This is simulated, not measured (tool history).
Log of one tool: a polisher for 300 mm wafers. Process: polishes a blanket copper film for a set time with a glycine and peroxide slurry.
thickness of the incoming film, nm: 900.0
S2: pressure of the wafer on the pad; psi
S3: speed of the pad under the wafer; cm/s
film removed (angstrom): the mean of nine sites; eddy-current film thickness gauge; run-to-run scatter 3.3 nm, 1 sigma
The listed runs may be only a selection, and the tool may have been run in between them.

{"run": 1, "hour": 0.0, "flow of slurry (ml/min)": 215, "S2": 3.4, "S3": 94, "polishing time (s)": 76, "film removed (angstrom)": 4776.1}
{"run": 2, "hour": 5.1, "flow of slurry (ml/min)": 215, "S2": 3.1, "S3": 94, "polishing time (s)": 76, "film removed (angstrom)": 4528.4}
{"run": 3, "hour": 7.2, "flow of slurry (ml/min)": 215, "S2": 2.9, "S3": 92, "polishing time (s)": 76, "film removed (angstrom)": 4264.9}
{"run": 4, "hour": 15.0, "flow of slurry (ml/min)": 195, "S2": 2.9, "S3": 92, "polishing time (s)": 76, "film removed (angstrom)": 4212.1}
{"run": 5, "hour": 22.6, "flow of slurry (ml/min)": 195, "S2": 2.7, "S3": 90, "polishing time (s)": 76, "film removed (angstrom)": 3851.6}
{"run": 6, "hour": 30.1, "flow of slurry (ml/min)": 195, "S2": 2.5, "S3": 90, "polishing time (s)": 76, "film removed (angstrom)": 3762.3}
{"run": 7, "hour": 31.2, "flow of slurry (ml/min)": 195, "S2": 2.4, "S3": 90, "polishing time (s)": 76, "film removed (angstrom)": 3566.8}

Run 8, settings as shown, results not yet in. Your forecast:
{"run": 8, "hour": 35.7, "flow of slurry (ml/min)": 195, "S2": 2.3, "S3": 90, "polishing time (s)": 76, "film removed (angstrom)": "?"}

film removed (angstrom): 3449.1
